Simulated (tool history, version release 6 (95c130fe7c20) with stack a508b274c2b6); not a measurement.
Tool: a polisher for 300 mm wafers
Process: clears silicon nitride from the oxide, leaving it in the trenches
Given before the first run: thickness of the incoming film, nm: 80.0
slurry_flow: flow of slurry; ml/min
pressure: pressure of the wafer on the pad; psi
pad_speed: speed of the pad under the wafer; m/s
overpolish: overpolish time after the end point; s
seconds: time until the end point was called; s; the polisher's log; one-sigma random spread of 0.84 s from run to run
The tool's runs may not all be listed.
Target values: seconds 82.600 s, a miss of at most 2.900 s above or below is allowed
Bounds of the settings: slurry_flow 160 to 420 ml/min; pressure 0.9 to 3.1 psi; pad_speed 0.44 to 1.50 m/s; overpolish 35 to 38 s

{"run": 1, "hour": 0.0, "slurry_flow": 270, "pressure": 2.0, "pad_speed": 0.96, "overpolish": 35, "seconds": 115.83}
{"run": 2, "hour": 3.0, "slurry_flow": 270, "pressure": 2.2, "pad_speed": 0.96, "overpolish": 35, "seconds": 106.16}
{"run": 3, "hour": 8.4, "slurry_flow": 205, "pressure": 2.2, "pad_speed": 0.96, "overpolish": 35, "seconds": 106.4}
{"run": 4, "hour": 12.6, "slurry_flow": 205, "pressure": 2.2, "pad_speed": 1.2, "overpolish": 35, "seconds": 86.451}
{"run": 5, "hour": 13.6, "slurry_flow": 160, "pressure": 2.2, "pad_speed": 1.2, "overpolish": 35, "seconds": 88.017}
{"run": 6, "hour": 20.2, "slurry_flow": 160, "pressure": 1.9, "pad_speed": 1.2, "overpolish": 35, "seconds": 101.05}
{"run": 7, "hour": 22.6, "slurry_flow": 160, "pressure": 2.0, "pad_speed": 1.2, "overpolish": 35, "seconds": 96.149}
{"run": 8, "hour": 23.7, "slurry_flow": 160, "pressure": 2.1, "pad_speed": 1.2, "overpolish": 35, "seconds": 93.337}
{"run": 9, "hour": 27.4, "slurry_flow": 165, "pressure": 2.2, "pad_speed": 1.2, "overpolish": 35, "seconds": 89.277}
{"run": 10, "hour": 36.0, "slurry_flow": 170, "pressure": 2.2, "pad_speed": 1.2, "overpolish": 35, "seconds": 87.839}

4 next moves are on the table. One of them brings every result within its allowed miss. Which?
{"run": "A", "hour": 44.6, "slurry_flow": 195, "pressure": 2.1, "pad_speed": 1.22, "overpolish": 35, "seconds": "?"}
{"run": "B", "hour": 44.6, "slurry_flow": 170, "pressure": 2.4, "pad_speed": 1.2, "overpolish": 35, "seconds": "?"}
{"run": "C", "hour": 44.6, "slurry_flow": 205, "pressure": 2.4, "pad_speed": 1.04, "overpolish": 35, "seconds": "?"}
{"run": "D", "hour": 44.6, "slurry_flow": 160, "pressure": 1.9, "pad_speed": 1.3, "overpolish": 35, "seconds": "?"}

move=A seconds=89.573
move=B seconds=81.630
move=C seconds=92.280
move=D seconds=93.787
A: its largest miss is bigger than the last run's
B: each result inside its tolerance
C: its largest miss is bigger than the last run's
D: its largest miss is bigger than the last run's
B is the move that brings every result within its allowed miss.

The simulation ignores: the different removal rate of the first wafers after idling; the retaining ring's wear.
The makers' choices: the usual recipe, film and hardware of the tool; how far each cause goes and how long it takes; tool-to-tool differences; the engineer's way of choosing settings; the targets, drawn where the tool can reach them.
